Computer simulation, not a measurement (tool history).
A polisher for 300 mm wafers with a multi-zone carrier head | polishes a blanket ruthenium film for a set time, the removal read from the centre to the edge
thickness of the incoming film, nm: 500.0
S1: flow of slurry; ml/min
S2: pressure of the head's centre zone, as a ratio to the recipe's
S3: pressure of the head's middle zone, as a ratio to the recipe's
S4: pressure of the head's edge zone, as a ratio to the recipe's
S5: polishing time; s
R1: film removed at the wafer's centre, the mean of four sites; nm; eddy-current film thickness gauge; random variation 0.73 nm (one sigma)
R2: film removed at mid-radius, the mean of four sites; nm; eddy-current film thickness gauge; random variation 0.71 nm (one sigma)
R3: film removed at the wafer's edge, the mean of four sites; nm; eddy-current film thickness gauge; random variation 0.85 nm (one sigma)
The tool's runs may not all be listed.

{"run": 1, "hour": 0.0, "S1": 150, "S2": 1.0, "S3": 1.0, "S4": 1.0, "S5": 79, "R1": 71.829, "R2": 71.859, "R3": 77.531}
{"run": 2, "hour": 7.2, "S1": 150, "S2": 0.97, "S3": 1.0, "S4": 1.0, "S5": 79, "R1": 69.062, "R2": 72.169, "R3": 77.46}
{"run": 3, "hour": 8.5, "S1": 155, "S2": 0.97, "S3": 1.02, "S4": 1.02, "S5": 81, "R1": 72.409, "R2": 75.882, "R3": 81.427}
{"run": 4, "hour": 14.6, "S1": 155, "S2": 0.94, "S3": 1.02, "S4": 1.02, "S5": 81, "R1": 70.512, "R2": 76.499, "R3": 80.121}
{"run": 5, "hour": 17.5, "S1": 140, "S2": 0.94, "S3": 1.02, "S4": 1.02, "S5": 81, "R1": 67.905, "R2": 74.445, "R3": 78.489}
{"run": 6, "hour": 21.5, "S1": 140, "S2": 0.88, "S3": 1.02, "S4": 1.02, "S5": 81, "R1": 63.409, "R2": 73.924, "R3": 77.765}
{"run": 7, "hour": 24.9, "S1": 140, "S2": 0.88, "S3": 1.02, "S4": 1.02, "S5": 81, "R1": 63.524, "R2": 73.43, "R3": 79.143}

Forecast run 8:
{"run": 8, "hour": 26.4, "S1": 145, "S2": 0.89, "S3": 1.03, "S4": 1.04, "S5": 82, "R1": "?", "R2": "?", "R3": "?"}

R1: 65.960 nm
R2: 76.572 nm
R3: 80.240 nm
